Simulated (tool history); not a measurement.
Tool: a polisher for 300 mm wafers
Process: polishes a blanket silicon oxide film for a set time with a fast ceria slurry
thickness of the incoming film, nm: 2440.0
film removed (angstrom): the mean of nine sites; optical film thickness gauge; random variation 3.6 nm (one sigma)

run    day  flow of slurry (ml/min)  pressure of the wafer on the pad (kPa)  speed of the pad under the wafer (m/s)  polishing time (s)  film removed (angstrom)
  1      0                      160                                    22.1                                       1                  28                   5672.9
  2  0.333                      155                                    20.7                                       1                  28                   5344.8
  3  0.617                      155                                    19.3                                       1                  28                   4935.7
  4  0.788                      155                                    18.6                                       1                  28                   4743.9
  5  1.004                      155                                    17.9                                       1                  28                   4600.4
  6  1.062                      155                                    17.9                                     1.2                  28                   5499.1
  7  1.379                      155                                    16.5                                     1.2                  28                   5052.5
  8  1.679                      155                                    15.9                                     1.2                  28                   4945.8
  9  1.925                      140                                     9.7                                    1.18                  28                   2954.1
 10  2.208                      140                                     9.7                                    1.18                  28                   2963.3
 11  2.579                      155                                     9.7                                    1.18                  28                   2996.3
 12  2.775                      165                                    15.9                                     1.2                  28                   4912.4
 13  2.971                      155                                    15.2                                     1.2                  28                   4717.9

The next listed run, before its measurement:
 14  3.108                      150                                    14.5                                     1.2                  28                        ?

{"run 14": {"film removed (angstrom)": 4472.9}}
